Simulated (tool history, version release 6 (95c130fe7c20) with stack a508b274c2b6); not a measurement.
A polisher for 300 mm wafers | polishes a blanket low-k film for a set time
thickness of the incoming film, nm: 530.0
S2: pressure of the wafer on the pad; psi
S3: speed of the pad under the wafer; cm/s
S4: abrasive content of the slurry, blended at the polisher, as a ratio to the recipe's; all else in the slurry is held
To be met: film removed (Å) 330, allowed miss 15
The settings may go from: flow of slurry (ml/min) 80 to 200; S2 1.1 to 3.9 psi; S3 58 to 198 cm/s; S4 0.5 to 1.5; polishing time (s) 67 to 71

run 1 hour=0 | flow_of_slurry_(ml/min)=130 S2=2.5 S3=128 S4=1 polishing_time_(s)=67 | film_removed_(Å)=446.84
run 2 hour=3.7 | flow_of_slurry_(ml/min)=130 S2=2.4 S3=128 S4=1 polishing_time_(s)=67 | film_removed_(Å)=433.35
run 3 hour=6.2 | flow_of_slurry_(ml/min)=130 S2=2.3 S3=128 S4=1 polishing_time_(s)=67 | film_removed_(Å)=426.19
run 4 hour=10.5 | flow_of_slurry_(ml/min)=130 S2=2.3 S3=150 S4=1 polishing_time_(s)=67 | film_removed_(Å)=482.34
run 5 hour=19.2 | flow_of_slurry_(ml/min)=130 S2=2.1 S3=150 S4=1 polishing_time_(s)=67 | film_removed_(Å)=439.4
run 6 hour=22.7 | flow_of_slurry_(ml/min)=130 S2=2.1 S3=150 S4=1 polishing_time_(s)=67 | film_removed_(Å)=442.12
run 7 hour=30.6 | flow_of_slurry_(ml/min)=130 S2=2 S3=150 S4=1 polishing_time_(s)=67 | film_removed_(Å)=424.65
run 8 hour=31.3 | flow_of_slurry_(ml/min)=130 S2=1.9 S3=150 S4=1 polishing_time_(s)=67 | film_removed_(Å)=406.25
run 9 hour=32.3 | flow_of_slurry_(ml/min)=130 S2=1.8 S3=150 S4=1 polishing_time_(s)=67 | film_removed_(Å)=402.99

5 next moves are on the table. One of them brings every result within its allowed miss. Which?
run A hour=33.3 | flow_of_slurry_(ml/min)=115 S2=2.3 S3=98 S4=1 polishing_time_(s)=67 | film_removed_(Å)=?
run B hour=33.3 | flow_of_slurry_(ml/min)=135 S2=1.5 S3=112 S4=1.2 polishing_time_(s)=67 | film_removed_(Å)=?
run C hour=33.3 | flow_of_slurry_(ml/min)=145 S2=1.7 S3=166 S4=1 polishing_time_(s)=71 | film_removed_(Å)=?
run D hour=33.3 | flow_of_slurry_(ml/min)=145 S2=1.7 S3=142 S4=1 polishing_time_(s)=67 | film_removed_(Å)=?
run E hour=33.3 | flow_of_slurry_(ml/min)=150 S2=1.9 S3=160 S4=0.75 polishing_time_(s)=71 | film_removed_(Å)=?

move=A film_removed_(Å)=340.16
move=B film_removed_(Å)=307.41
move=C film_removed_(Å)=457.98
move=D film_removed_(Å)=381.42
move=E film_removed_(Å)=430.87
A: meets every target
B: takes the result that was furthest off past its target
C: further off than the last run
D: nearer than the last run, and not there yet
E: further off than the last run
The right move is A.
